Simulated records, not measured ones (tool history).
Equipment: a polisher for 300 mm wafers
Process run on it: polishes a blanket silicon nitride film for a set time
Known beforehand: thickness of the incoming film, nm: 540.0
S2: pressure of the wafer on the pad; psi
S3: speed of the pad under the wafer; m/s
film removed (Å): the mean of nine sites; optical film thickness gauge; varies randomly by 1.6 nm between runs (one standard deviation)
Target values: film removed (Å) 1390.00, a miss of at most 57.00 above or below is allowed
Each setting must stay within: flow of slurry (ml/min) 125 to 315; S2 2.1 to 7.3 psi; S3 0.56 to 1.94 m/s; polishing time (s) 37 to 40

Run 1, day 0.000: flow of slurry (ml/min) 205, S2 4.7 psi, S3 1.24 m/s, polishing time (s) 40. Result: film removed (Å) 1003.70.
Run 2, day 0.354: flow of slurry (ml/min) 205, S2 4.7 psi, S3 1.04 m/s, polishing time (s) 40. Result: film removed (Å) 932.66.
Run 3, day 0.625: flow of slurry (ml/min) 250, S2 4.7 psi, S3 1.04 m/s, polishing time (s) 40. Result: film removed (Å) 913.37.
Run 4, day 0.879: flow of slurry (ml/min) 250, S2 4.7 psi, S3 1.26 m/s, polishing time (s) 40. Result: film removed (Å) 1070.20.
Run 5, day 0.975: flow of slurry (ml/min) 250, S2 4.7 psi, S3 1.26 m/s, polishing time (s) 40. Result: film removed (Å) 1069.60.
Run 6, day 0.996: flow of slurry (ml/min) 290, S2 4.7 psi, S3 1.26 m/s, polishing time (s) 40. Result: film removed (Å) 1064.40.
Run 7, day 1.179: flow of slurry (ml/min) 290, S2 5.1 psi, S3 1.26 m/s, polishing time (s) 40. Result: film removed (Å) 1188.70.
Run 8, day 1.246: flow of slurry (ml/min) 290, S2 5.3 psi, S3 1.26 m/s, polishing time (s) 40. Result: film removed (Å) 1216.90.

Exactly one of the 4 candidate moves below puts every result within its allowed miss. Which one?
Run A, day 1.312: flow of slurry (ml/min) 245, S2 5.7 psi, S3 1.60 m/s, polishing time (s) 37. Result: film removed (Å) ?.
Run B, day 1.312: flow of slurry (ml/min) 310, S2 3.8 psi, S3 1.88 m/s, polishing time (s) 40. Result: film removed (Å) ?.
Run C, day 1.312: flow of slurry (ml/min) 295, S2 5.1 psi, S3 1.14 m/s, polishing time (s) 37. Result: film removed (Å) ?.
Run D, day 1.312: flow of slurry (ml/min) 290, S2 4.8 psi, S3 1.28 m/s, polishing time (s) 37. Result: film removed (Å) ?.

move  film removed (Å)
   A           1401.10
   B           1168.30
   C           1026.40
   D           1040.60
A: hits every target within its allowed miss
B: lands further from the targets than the last run did
C: lands further from the targets than the last run did
D: lands further from the targets than the last run did
So the answer is move A, the one that meets all the targets.
